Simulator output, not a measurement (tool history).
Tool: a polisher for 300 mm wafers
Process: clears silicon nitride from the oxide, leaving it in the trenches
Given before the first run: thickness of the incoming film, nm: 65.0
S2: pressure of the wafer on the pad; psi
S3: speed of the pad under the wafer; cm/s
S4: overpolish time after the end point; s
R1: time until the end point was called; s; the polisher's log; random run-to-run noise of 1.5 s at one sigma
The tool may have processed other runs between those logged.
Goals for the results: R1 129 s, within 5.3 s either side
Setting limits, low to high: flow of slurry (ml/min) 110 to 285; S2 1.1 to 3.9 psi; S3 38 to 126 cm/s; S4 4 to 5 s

run 1 hour=0 | flow_of_slurry_(ml/min)=180 S2=2.5 S3=82 S4=5 | R1=111.41
run 2 hour=7.5 | flow_of_slurry_(ml/min)=180 S2=3.1 S3=82 S4=5 | R1=94.682
run 3 hour=8.6 | flow_of_slurry_(ml/min)=180 S2=3 S3=82 S4=5 | R1=93.365
run 4 hour=12.9 | flow_of_slurry_(ml/min)=180 S2=2.8 S3=82 S4=5 | R1=102.22
run 5 hour=19.7 | flow_of_slurry_(ml/min)=180 S2=2.7 S3=82 S4=5 | R1=105.29
run 6 hour=25.8 | flow_of_slurry_(ml/min)=220 S2=2.7 S3=82 S4=5 | R1=99.02
run 7 hour=30.8 | flow_of_slurry_(ml/min)=215 S2=2.6 S3=82 S4=5 | R1=105.81
run 8 hour=37.8 | flow_of_slurry_(ml/min)=215 S2=2.5 S3=82 S4=5 | R1=109.44
run 9 hour=45.3 | flow_of_slurry_(ml/min)=215 S2=2.4 S3=82 S4=5 | R1=111.29
run 10 hour=53.1 | flow_of_slurry_(ml/min)=210 S2=2.4 S3=82 S4=5 | R1=113.7
run 11 hour=59.4 | flow_of_slurry_(ml/min)=205 S2=2.4 S3=82 S4=5 | R1=112.97
run 12 hour=68.3 | flow_of_slurry_(ml/min)=200 S2=2.4 S3=82 S4=5 | R1=113.66
run 13 hour=76.1 | flow_of_slurry_(ml/min)=190 S2=2.2 S3=82 S4=5 | R1=122.55

Exercise: of the 5 proposed moves below, exactly one satisfies all targets within the stated allowed misses. Which move is it?
run A hour=83.9 | flow_of_slurry_(ml/min)=230 S2=1.6 S3=106 S4=4 | R1=?
run B hour=83.9 | flow_of_slurry_(ml/min)=180 S2=2.6 S3=68 S4=5 | R1=?
run C hour=83.9 | flow_of_slurry_(ml/min)=200 S2=2.1 S3=88 S4=4 | R1=?
run D hour=83.9 | flow_of_slurry_(ml/min)=225 S2=2.6 S3=58 S4=4 | R1=?
run E hour=83.9 | flow_of_slurry_(ml/min)=180 S2=2.4 S3=80 S4=5 | R1=?

move=A R1=115.21
move=B R1=127.99
move=C R1=115.68
move=D R1=145.11
move=E R1=116.34
A: its largest miss is bigger than the last run's
B: every result lands within tolerance
C: its largest miss is bigger than the last run's
D: takes the biggest miss from the last run beyond its target
E: its largest miss is bigger than the last run's
Go with B: it meets all targets.

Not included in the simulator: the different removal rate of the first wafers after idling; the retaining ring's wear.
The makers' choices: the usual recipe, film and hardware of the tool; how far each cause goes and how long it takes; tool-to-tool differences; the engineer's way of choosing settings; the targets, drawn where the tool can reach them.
